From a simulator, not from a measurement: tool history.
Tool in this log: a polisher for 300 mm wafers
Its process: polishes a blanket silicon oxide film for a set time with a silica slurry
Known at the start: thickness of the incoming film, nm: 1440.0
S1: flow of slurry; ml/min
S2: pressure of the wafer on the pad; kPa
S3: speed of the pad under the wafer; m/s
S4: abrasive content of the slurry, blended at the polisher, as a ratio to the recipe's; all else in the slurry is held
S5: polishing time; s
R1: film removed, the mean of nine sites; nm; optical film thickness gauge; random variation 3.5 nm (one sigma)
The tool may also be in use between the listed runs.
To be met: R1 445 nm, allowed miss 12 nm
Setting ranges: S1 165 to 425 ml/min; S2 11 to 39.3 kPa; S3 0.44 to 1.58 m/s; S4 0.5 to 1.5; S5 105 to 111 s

Run 1, hour 0: S1 275 ml/min, S2 24.8 kPa, S3 1 m/s, S4 1, S5 105 s. Result: R1 278.8 nm.
Run 2, hour 0.6: S1 275 ml/min, S2 24.8 kPa, S3 1 m/s, S4 1.2, S5 105 s. Result: R1 294.21 nm.
Run 3, hour 3.6: S1 275 ml/min, S2 20.7 kPa, S3 1 m/s, S4 1.2, S5 105 s. Result: R1 247.73 nm.
Run 4, hour 11.8: S1 280 ml/min, S2 24.8 kPa, S3 1 m/s, S4 1.2, S5 105 s. Result: R1 295.65 nm.
Run 5, hour 15.6: S1 255 ml/min, S2 24.8 kPa, S3 1 m/s, S4 1.2, S5 105 s. Result: R1 293.42 nm.
Run 6, hour 18.8: S1 255 ml/min, S2 27.6 kPa, S3 1 m/s, S4 1.2, S5 105 s. Result: R1 324.24 nm.
Run 7, hour 20.2: S1 270 ml/min, S2 34.5 kPa, S3 1.02 m/s, S4 1.2, S5 105 s. Result: R1 411.43 nm.
Run 8, hour 27.7: S1 270 ml/min, S2 35.2 kPa, S3 1.02 m/s, S4 1.2, S5 105 s. Result: R1 424.14 nm.
Run 9, hour 32.2: S1 270 ml/min, S2 35.9 kPa, S3 1.02 m/s, S4 1.2, S5 105 s. Result: R1 429.38 nm.

Consider the 5 candidate settings below. Which is the only one whose results all fall within their allowed miss of target?
Run A, hour 36.7: S1 225 ml/min, S2 36.5 kPa, S3 1.02 m/s, S4 1.15, S5 110 s. Result: R1 ?.
Run B, hour 36.7: S1 200 ml/min, S2 33.8 kPa, S3 1.56 m/s, S4 1.1, S5 105 s. Result: R1 ?.
Run C, hour 36.7: S1 250 ml/min, S2 34.5 kPa, S3 1 m/s, S4 1.25, S5 107 s. Result: R1 ?.
Run D, hour 36.7: S1 240 ml/min, S2 39.3 kPa, S3 1 m/s, S4 1.1, S5 111 s. Result: R1 ?.
Run E, hour 36.7: S1 275 ml/min, S2 35.9 kPa, S3 0.88 m/s, S4 1.45, S5 106 s. Result: R1 ?.

move      R1
   A  440.64
   B  486.66
   C     416
   D   469.7
   E  421.73
A: hits every target within its allowed miss
B: the result that was furthest off in the last run now lies on the other side of its target
C: moves away from the targets compared with the last run
D: the result that was furthest off in the last run now lies on the other side of its target
E: moves away from the targets compared with the last run
Move A is the one to make.

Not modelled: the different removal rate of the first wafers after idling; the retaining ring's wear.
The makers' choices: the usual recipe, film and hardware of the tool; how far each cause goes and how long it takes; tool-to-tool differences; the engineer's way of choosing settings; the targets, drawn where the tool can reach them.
